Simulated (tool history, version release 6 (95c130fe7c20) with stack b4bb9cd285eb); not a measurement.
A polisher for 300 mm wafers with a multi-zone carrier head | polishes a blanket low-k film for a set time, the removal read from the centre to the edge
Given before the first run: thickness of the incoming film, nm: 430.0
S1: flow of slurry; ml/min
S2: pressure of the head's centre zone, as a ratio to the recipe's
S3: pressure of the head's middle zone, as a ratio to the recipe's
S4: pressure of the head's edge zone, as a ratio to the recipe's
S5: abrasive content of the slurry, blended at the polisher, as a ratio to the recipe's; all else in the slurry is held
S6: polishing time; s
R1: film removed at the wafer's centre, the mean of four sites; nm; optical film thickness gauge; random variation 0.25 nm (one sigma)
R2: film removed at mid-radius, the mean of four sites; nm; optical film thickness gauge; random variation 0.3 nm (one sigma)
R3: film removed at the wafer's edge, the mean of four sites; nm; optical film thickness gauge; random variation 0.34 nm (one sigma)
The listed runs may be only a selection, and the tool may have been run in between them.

run,hour,S1,S2,S3,S4,S5,S6,R1,R2,R3
1,0,300,1,1,1,1,62,22.117,22.02,22.151
2,7.2,300,1,1,1,1,48,16.807,17.087,17.13
3,13.7,300,1,1,0.92,1,48,16.844,17.088,16.384
4,22.2,300,1,1,0.92,1,58,20.081,20.746,19.854
5,28.4,295,0.98,0.99,0.94,1.05,58,20.387,21.199,21.011
6,37.3,295,0.98,0.99,0.88,1.05,58,20.789,20.748,20.115
7,38.4,290,0.97,0.98,0.9,1.05,58,20.308,20.484,20.133

Estimate the outcome of run 8 from the log above:
8,41.3,290,0.96,0.97,0.92,1.05,58,?,?,?

R1: 20.275 nm
R2: 20.291 nm
R3: 20.32 nm
